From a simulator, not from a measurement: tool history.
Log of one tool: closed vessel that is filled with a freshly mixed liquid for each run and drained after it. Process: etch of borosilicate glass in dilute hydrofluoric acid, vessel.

| run | hour | temperature setpoint of the liquid (°C) | parts of water to one part of 49 % hydrofluoric acid (parts by volume) | time in the liquid (s) | thickness taken off the borosilicate glass on a monitor wafer (nm) |
|---|---|---|---|---|---|
| 1 | 0 | 23 | 170 | 30 | 6.3178 |
| 2 | 2.2 | 22.5 | 170 | 30 | 6.2225 |
| 3 | 9.5 | 22.5 | 110 | 30 | 10.291 |
| 4 | 13.7 | 22 | 120 | 30 | 9.0559 |
| 5 | 21.5 | 21.5 | 125 | 30 | 8.6665 |
| 6 | 28.3 | 21.5 | 95 | 30 | 11.638 |
| 7 | 30.6 | 21 | 105 | 30 | 10.198 |
| 8 | 32 | 21 | 105 | 30 | 10.277 |
| 9 | 36 | 21 | 105 | 30 | 10.314 |
| 10 | 42.1 | 20.5 | 115 | 30 | 9.0871 |

Forecast run 11:
| 11 | 47 | 20 | 120 | 30 | ? |

{"run 11": {"thickness taken off the borosilicate glass on a monitor wafer (nm)": 8.3251}}
